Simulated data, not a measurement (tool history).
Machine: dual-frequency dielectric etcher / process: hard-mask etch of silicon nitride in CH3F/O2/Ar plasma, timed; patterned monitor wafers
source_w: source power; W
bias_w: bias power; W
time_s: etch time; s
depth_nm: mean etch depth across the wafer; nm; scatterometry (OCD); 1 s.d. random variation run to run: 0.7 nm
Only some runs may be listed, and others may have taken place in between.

run,hour,source_w,bias_w,time_s,depth_nm
1,0,330,55,157.5,95.302
2,8.3,360,57,157.5,101.1
3,13,310,57,157.5,94.9
4,17.2,340,58,157.5,98.24
5,20.8,340,58,157.5,99.717
# hour 25.2: source power generator calibrated
6,25.2,360,59,157.5,99.65
7,32,390,63,157.5,107.3
8,33.2,400,63,157.5,108.33

Run 9 is up next; what results do you expect?
9,34.8,410,63,157.5,?

{"run 9": {"depth_nm": 109.09}}
